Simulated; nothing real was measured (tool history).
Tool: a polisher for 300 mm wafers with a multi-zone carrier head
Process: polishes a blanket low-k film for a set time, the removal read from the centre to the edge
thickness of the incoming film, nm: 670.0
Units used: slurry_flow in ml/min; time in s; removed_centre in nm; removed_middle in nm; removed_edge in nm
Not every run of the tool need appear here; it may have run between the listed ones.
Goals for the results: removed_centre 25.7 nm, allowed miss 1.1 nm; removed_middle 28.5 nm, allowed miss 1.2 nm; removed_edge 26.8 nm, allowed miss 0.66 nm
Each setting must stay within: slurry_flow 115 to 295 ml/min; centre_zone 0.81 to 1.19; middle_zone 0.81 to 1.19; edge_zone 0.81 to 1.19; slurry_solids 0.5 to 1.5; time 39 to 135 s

| run | hour | slurry_flow | centre_zone | middle_zone | edge_zone | slurry_solids | time | removed_centre | removed_middle | removed_edge |
|---|---|---|---|---|---|---|---|---|---|---|
| 1 | 0 | 190 | 1 | 1 | 1 | 1 | 87 | 34.799 | 34.408 | 34.509 |
| 2 | 8.7 | 180 | 0.97 | 1 | 0.96 | 0.9 | 87 | 31.738 | 33.539 | 32.464 |
| 3 | 11.7 | 180 | 0.97 | 1 | 0.96 | 0.75 | 87 | 29.639 | 30.915 | 30.022 |
| 4 | 16.5 | 175 | 0.95 | 0.99 | 0.93 | 0.7 | 87 | 28.048 | 29.596 | 29.031 |
| 5 | 19.9 | 170 | 0.94 | 0.99 | 0.9 | 0.7 | 87 | 28.419 | 30.319 | 28.272 |
| 6 | 28.9 | 170 | 0.94 | 0.99 | 0.9 | 0.7 | 71 | 22.315 | 24.223 | 23.216 |
| 7 | 35.5 | 185 | 0.95 | 1.02 | 0.93 | 0.75 | 71 | 24.36 | 25.769 | 24.636 |
| 8 | 39.4 | 195 | 0.93 | 1.04 | 0.95 | 0.75 | 71 | 22.976 | 26.925 | 24.899 |
| 9 | 43.7 | 210 | 0.95 | 1.04 | 0.97 | 0.75 | 71 | 23.99 | 27.355 | 25.09 |
| 10 | 51.2 | 215 | 0.96 | 1.04 | 0.99 | 0.75 | 71 | 24.169 | 27.376 | 25.698 |

Exercise: of the 4 proposed moves below, exactly one satisfies all targets within the stated allowed misses. Which move is it?
| A | 58.7 | 250 | 0.81 | 1.11 | 1 | 0.9 | 72 | ? | ? | ? |
| B | 58.7 | 255 | 0.93 | 0.99 | 1.05 | 0.95 | 61 | ? | ? | ? |
| C | 58.7 | 210 | 0.91 | 1.08 | 1.07 | 0.85 | 69 | ? | ? | ? |
| D | 58.7 | 140 | 0.99 | 1.07 | 0.99 | 0.7 | 81 | ? | ? | ? |

| move | removed_centre | removed_middle | removed_edge |
|---|---|---|---|
| A | 22.939 | 32 | 28.174 |
| B | 22.845 | 25.15 | 25.037 |
| C | 23.594 | 28.648 | 26.867 |
| D | 25.875 | 28.871 | 26.77 |
A: pushes the last run's worst result past its target
B: moves away from the targets compared with the last run
C: puts the biggest miss on target and leaves a different result outside tolerance
D: every result lands within tolerance
The right move is D.

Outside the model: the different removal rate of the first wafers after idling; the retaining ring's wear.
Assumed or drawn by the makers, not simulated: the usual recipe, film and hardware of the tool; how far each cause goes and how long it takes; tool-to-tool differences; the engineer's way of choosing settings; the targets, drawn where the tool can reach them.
